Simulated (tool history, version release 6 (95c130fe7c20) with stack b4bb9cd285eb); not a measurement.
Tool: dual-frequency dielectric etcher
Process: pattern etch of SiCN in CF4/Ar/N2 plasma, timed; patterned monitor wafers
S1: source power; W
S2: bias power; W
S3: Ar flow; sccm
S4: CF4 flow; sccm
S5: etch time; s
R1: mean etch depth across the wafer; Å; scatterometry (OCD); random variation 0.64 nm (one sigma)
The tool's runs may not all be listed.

run    day   S1  S2   S3  S4    S5      R1
  1      0  460  65  104  69  73.5  657.15
  2  0.325  460  55  104  69  73.5  608.03
  3  0.454  460  55  122  69  73.5  588.63
  4  0.671  480  56  121  69  73.5  604.35
  5  1.029  480  47  121  69  73.5  563.14
  6  1.225  500  50  120  69  73.5  604.03
  7  1.433  520  52  119  69  73.5  628.48
  8  1.796  530  55  118  69  73.5  659.07

Forecast run 9:
  9  1.838  540  57  117  69  73.5   ?

Run 9 gave R1 681.49 Å.
